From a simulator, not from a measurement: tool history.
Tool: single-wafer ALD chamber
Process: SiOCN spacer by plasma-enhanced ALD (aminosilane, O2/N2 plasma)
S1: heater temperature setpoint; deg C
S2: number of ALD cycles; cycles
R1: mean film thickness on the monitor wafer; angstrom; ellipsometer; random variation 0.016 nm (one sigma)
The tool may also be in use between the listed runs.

{"run": 1, "hour": 0.0, "S1": 380, "S2": 115, "R1": 65.053}
{"run": 2, "hour": 2.1, "S1": 380, "S2": 109, "R1": 61.622}
{"run": 3, "hour": 5.0, "S1": 380, "S2": 105, "R1": 59.254}
{"run": 4, "hour": 9.1, "S1": 387, "S2": 105, "R1": 59.354}
{"run": 5, "hour": 11.7, "S1": 387, "S2": 102, "R1": 57.907}
{"run": 6, "hour": 15.7, "S1": 387, "S2": 114, "R1": 64.516}
{"run": 7, "hour": 21.8, "S1": 387, "S2": 109, "R1": 61.872}
{"run": 8, "hour": 25.4, "S1": 387, "S2": 105, "R1": 59.409}

Run 9 comes next. What will it give?
{"run": 9, "hour": 27.0, "S1": 387, "S2": 102, "R1": "?"}

{"run 9": {"R1": 57.583}}
